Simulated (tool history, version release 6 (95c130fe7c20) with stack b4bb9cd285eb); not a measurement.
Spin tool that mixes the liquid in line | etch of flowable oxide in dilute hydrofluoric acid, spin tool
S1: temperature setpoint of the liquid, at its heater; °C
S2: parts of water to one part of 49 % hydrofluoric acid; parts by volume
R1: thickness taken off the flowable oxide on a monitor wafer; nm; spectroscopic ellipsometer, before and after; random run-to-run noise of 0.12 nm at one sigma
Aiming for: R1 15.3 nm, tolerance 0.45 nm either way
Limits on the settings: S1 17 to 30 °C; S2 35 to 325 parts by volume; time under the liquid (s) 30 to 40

run 1 hour=0 | S1=22 S2=180 time_under_the_liquid_(s)=40 | R1=7.2906
run 2 hour=7.7 | S1=24 S2=180 time_under_the_liquid_(s)=40 | R1=8.0209
run 3 hour=14.4 | S1=21.5 S2=180 time_under_the_liquid_(s)=40 | R1=7.2852
run 4 hour=21.8 | S1=21.5 S2=180 time_under_the_liquid_(s)=40 | R1=7.155
run 5 hour=29.6 | S1=23.5 S2=165 time_under_the_liquid_(s)=40 | R1=8.8044
run 6 hour=36.6 | S1=25 S2=155 time_under_the_liquid_(s)=40 | R1=9.9397
run 7 hour=38.1 | S1=26.5 S2=145 time_under_the_liquid_(s)=40 | R1=11.373
run 8 hour=40.2 | S1=27.5 S2=140 time_under_the_liquid_(s)=40 | R1=12.171
run 9 hour=44.1 | S1=28 S2=135 time_under_the_liquid_(s)=40 | R1=13.042
run 10 hour=48.5 | S1=28 S2=135 time_under_the_liquid_(s)=40 | R1=12.978
run 11 hour=52.6 | S1=30 S2=120 time_under_the_liquid_(s)=40 | R1=15.991

Which single option among these 5 for the next run brings every result within its allowed miss of target? Just one does.
run A hour=56.7 | S1=30 S2=115 time_under_the_liquid_(s)=40 | R1=?
run B hour=56.7 | S1=28 S2=110 time_under_the_liquid_(s)=40 | R1=?
run C hour=56.7 | S1=29 S2=120 time_under_the_liquid_(s)=40 | R1=?
run D hour=56.7 | S1=29 S2=110 time_under_the_liquid_(s)=40 | R1=?
run E hour=56.7 | S1=29.5 S2=115 time_under_the_liquid_(s)=40 | R1=?

move=A R1=16.72
move=B R1=16.329
move=C R1=15.335
move=D R1=16.956
move=E R1=16.412
A: lands further from the targets than the last run did
B: lands further from the targets than the last run did
C: every result lands within tolerance
D: lands further from the targets than the last run did
E: lands further from the targets than the last run did
The move that meets every target is C.
